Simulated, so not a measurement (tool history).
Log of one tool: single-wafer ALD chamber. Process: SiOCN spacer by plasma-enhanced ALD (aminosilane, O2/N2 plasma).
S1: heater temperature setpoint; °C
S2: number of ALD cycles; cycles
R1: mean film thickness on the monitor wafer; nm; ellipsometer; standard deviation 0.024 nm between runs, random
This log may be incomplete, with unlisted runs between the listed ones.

run,day,S1,S2,R1
1,0,395,92,5.8063
2,0.329,401,92,5.7925
3,0.554,401,81,5.0586
4,0.771,401,89,5.5603
5,0.979,400,95,5.9703
6,1.292,400,87,5.4688

Run 7, settings as shown, results not yet in. Your forecast:
7,1.525,400,94,?

R1: 5.933 nm
